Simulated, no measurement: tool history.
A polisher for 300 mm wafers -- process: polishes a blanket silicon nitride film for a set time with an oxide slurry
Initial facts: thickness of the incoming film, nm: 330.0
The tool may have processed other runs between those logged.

run,day,flow of slurry (ml/min),pressure of the wafer on the pad (psi),speed of the pad under the wafer (cm/s),abrasive content of the slurry,polishing time (s),film removed (nm)
1,0.000,280,4.0,96,1.00,28,16.399
2,0.133,280,3.8,96,1.00,28,15.839
3,0.217,280,3.8,96,0.85,28,15.285
4,0.383,280,3.8,96,0.65,28,14.239
5,0.567,280,3.7,96,0.65,28,14.169
6,0.858,305,3.7,96,0.65,28,14.026

Run 7 is up next; what results do you expect?
7,1.221,305,3.6,96,0.65,28,?

film removed (nm): 13.844

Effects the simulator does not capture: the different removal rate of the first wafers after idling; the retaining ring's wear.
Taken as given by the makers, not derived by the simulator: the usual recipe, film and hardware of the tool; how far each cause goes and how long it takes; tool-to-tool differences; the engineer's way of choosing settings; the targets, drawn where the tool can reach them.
